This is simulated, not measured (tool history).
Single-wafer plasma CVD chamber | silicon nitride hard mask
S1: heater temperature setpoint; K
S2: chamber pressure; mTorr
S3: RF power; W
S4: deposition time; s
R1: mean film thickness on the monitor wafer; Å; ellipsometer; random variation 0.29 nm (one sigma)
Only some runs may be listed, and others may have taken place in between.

Run 1, day 0: S1 668.15 K, S2 1780 mTorr, S3 400 W, S4 67.8 s. Result: R1 924.39 Å.
Run 2, day 0.342: S1 668.15 K, S2 1700 mTorr, S3 390 W, S4 67.8 s. Result: R1 900.6 Å.
Run 3, day 0.696: S1 668.15 K, S2 1700 mTorr, S3 355 W, S4 67.8 s. Result: R1 860.59 Å.
Run 4, day 0.9: S1 673.15 K, S2 1700 mTorr, S3 355 W, S4 67.8 s. Result: R1 859.2 Å.
Run 5, day 0.954: S1 665.15 K, S2 1700 mTorr, S3 355 W, S4 67.8 s. Result: R1 864.21 Å.
Run 6, day 1.15: S1 665.15 K, S2 1700 mTorr, S3 355 W, S4 67.8 s. Result: R1 863.79 Å.
Run 7, day 1.433: S1 665.15 K, S2 1630 mTorr, S3 350 W, S4 67.8 s. Result: R1 844.52 Å.

The next listed run, before its measurement:
Run 8, day 1.508: S1 665.15 K, S2 1580 mTorr, S3 350 W, S4 67.8 s. Result: R1 ?.

R1: 832.66 Å

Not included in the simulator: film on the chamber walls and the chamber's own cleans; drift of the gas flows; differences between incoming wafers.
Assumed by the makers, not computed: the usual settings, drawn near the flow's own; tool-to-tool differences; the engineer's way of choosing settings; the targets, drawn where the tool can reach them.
